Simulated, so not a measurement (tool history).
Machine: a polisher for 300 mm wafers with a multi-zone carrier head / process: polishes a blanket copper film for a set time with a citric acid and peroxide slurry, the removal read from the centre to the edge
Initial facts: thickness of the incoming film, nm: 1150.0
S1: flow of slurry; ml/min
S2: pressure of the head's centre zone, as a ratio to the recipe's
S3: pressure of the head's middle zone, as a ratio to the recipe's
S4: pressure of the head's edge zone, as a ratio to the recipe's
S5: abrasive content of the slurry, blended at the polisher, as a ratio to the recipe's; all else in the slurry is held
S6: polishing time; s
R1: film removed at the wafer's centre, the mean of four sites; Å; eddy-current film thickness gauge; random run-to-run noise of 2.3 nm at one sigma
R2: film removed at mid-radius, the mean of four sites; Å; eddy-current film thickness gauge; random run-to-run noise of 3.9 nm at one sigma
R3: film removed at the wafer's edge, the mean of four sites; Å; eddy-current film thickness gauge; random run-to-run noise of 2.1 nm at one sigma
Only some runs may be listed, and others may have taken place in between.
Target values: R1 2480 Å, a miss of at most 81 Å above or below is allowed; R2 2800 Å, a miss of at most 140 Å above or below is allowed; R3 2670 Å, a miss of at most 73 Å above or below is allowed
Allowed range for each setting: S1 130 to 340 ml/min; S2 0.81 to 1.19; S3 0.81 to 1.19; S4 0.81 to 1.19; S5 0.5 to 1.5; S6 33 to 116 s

run  hour   S1    S2    S3    S4    S5  S6      R1      R2      R3
  1     0  220     1     1     1     1  74  2418.9  2297.3  2262.3
  2   2.9  230  0.98  1.03  1.05  1.05  74  2406.1  2343.1  2350.7
  3  11.7  230  0.98  1.03  1.05  0.95  74  2356.7  2273.6  2279.2
  4  17.7  235  0.96  1.06  1.07   1.1  74  2384.1  2426.7  2453.4
  5  24.1  235  0.96     1  1.07   1.1  74  2423.5  2335.7  2389.1
  6  32.2  245  0.96  1.05  1.07  1.15  74  2460.7  2481.6    2467
  7  37.8  250  0.95  1.08  1.08   1.2  74  2447.4  2576.5  2524.9
  8  40.4  255  0.95   1.1  1.09   1.2  74  2430.5  2619.3  2523.2
  9  42.9  280  0.94  1.14  1.16   1.3  75  2616.2  2846.9  2720.9

Of the 5 settings listed for the next run, only one would bring every result within its allowed miss of target. Which one?
  A  45.4  270  0.94  1.03  1.19   1.3  72   ?   ?   ?
  B  45.4  295     1  1.16   1.1  1.25  77   ?   ?   ?
  C  45.4  275  0.99  1.14  1.09  1.45  74   ?   ?   ?
  D  45.4  250  0.92  1.13   1.1   1.1  79   ?   ?   ?
  E  45.4  240  0.97  1.02  1.12  1.35  71   ?   ?   ?

move      R1      R2      R3
   A  2459.2  2531.3  2670.4
   B  2768.1  2988.4  2724.3
   C  2735.2  2936.6  2710.1
   D  2495.8  2832.3  2652.4
   E  2480.5  2470.1  2555.2
A: puts the biggest miss on target and leaves a different result outside tolerance
B: further off than the last run
C: further off than the last run
D: all results in spec
E: puts the biggest miss on target and leaves a different result outside tolerance
Correct choice: D, which meets every target
